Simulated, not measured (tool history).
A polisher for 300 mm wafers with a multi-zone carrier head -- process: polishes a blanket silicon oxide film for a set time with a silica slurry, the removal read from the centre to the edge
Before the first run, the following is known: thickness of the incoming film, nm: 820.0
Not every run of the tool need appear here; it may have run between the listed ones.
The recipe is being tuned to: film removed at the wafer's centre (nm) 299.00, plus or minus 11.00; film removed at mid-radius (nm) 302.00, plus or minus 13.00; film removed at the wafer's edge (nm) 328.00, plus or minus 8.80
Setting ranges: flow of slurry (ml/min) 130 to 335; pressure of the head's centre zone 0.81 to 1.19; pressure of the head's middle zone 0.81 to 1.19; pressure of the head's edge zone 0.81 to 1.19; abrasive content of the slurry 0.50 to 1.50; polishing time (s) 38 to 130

| run | hour | flow of slurry (ml/min) | pressure of the head's centre zone | pressure of the head's middle zone | pressure of the head's edge zone | abrasive content of the slurry | polishing time (s) | film removed at the wafer's centre (nm) | film removed at mid-radius (nm) | film removed at the wafer's edge (nm) |
|---|---|---|---|---|---|---|---|---|---|---|
| 1 | 0.0 | 215 | 1.00 | 1.00 | 1.00 | 1.00 | 84 | 218.49 | 209.11 | 220.41 |
| 2 | 2.3 | 215 | 1.00 | 1.00 | 0.96 | 1.00 | 84 | 214.52 | 207.94 | 216.96 |
| 3 | 3.5 | 215 | 1.00 | 1.00 | 0.96 | 0.85 | 84 | 197.06 | 190.61 | 201.04 |
| 4 | 6.9 | 215 | 1.00 | 1.00 | 0.92 | 0.85 | 84 | 198.32 | 192.30 | 194.44 |
| 5 | 14.7 | 220 | 1.00 | 1.02 | 0.99 | 1.05 | 85 | 223.38 | 222.40 | 228.06 |
| 6 | 15.4 | 220 | 1.00 | 1.02 | 0.99 | 0.95 | 85 | 211.69 | 210.94 | 219.35 |
| 7 | 17.0 | 220 | 1.00 | 1.02 | 0.99 | 0.95 | 85 | 211.11 | 208.03 | 218.20 |
| 8 | 24.3 | 230 | 1.01 | 1.04 | 1.05 | 1.10 | 86 | 228.33 | 226.57 | 246.26 |
| 9 | 28.8 | 235 | 1.03 | 1.07 | 1.07 | 1.25 | 87 | 252.58 | 247.89 | 260.55 |
| 10 | 30.0 | 245 | 1.03 | 1.08 | 1.10 | 1.35 | 89 | 271.36 | 273.25 | 277.16 |
| 11 | 32.4 | 245 | 1.02 | 1.06 | 1.13 | 1.40 | 91 | 275.36 | 272.61 | 296.91 |
| 12 | 40.6 | 255 | 1.02 | 1.07 | 1.15 | 1.45 | 92 | 283.63 | 288.94 | 305.43 |
| 13 | 41.8 | 260 | 1.02 | 1.07 | 1.16 | 1.45 | 93 | 287.06 | 284.88 | 309.92 |
| 14 | 50.4 | 260 | 1.02 | 1.07 | 1.16 | 1.45 | 94 | 290.14 | 296.06 | 317.43 |

Of the 5 settings listed for the next run, only one would bring every result within its allowed miss of target. Which one?
| A | 59.0 | 260 | 1.04 | 1.10 | 1.13 | 1.40 | 95 | ? | ? | ? |
| B | 59.0 | 240 | 0.93 | 1.10 | 1.19 | 1.50 | 96 | ? | ? | ? |
| C | 59.0 | 295 | 0.98 | 1.13 | 1.14 | 1.40 | 99 | ? | ? | ? |
| D | 59.0 | 225 | 1.00 | 1.05 | 1.12 | 1.50 | 99 | ? | ? | ? |
| E | 59.0 | 180 | 0.94 | 1.09 | 1.19 | 1.45 | 101 | ? | ? | ? |

| move | film removed at the wafer's centre (nm) | film removed at mid-radius (nm) | film removed at the wafer's edge (nm) |
|---|---|---|---|
| A | 295.48 | 303.35 | 312.15 |
| B | 276.34 | 311.18 | 329.95 |
| C | 297.96 | 328.13 | 330.17 |
| D | 299.22 | 305.69 | 327.40 |
| E | 275.70 | 307.05 | 331.95 |
A: lands further from the targets than the last run did
B: brings the last run's worst result on target, with another outside its allowed miss
C: brings the last run's worst result on target, with another outside its allowed miss
D: meets every target
E: brings the last run's worst result on target, with another outside its allowed miss
Correct choice: D, which meets every target
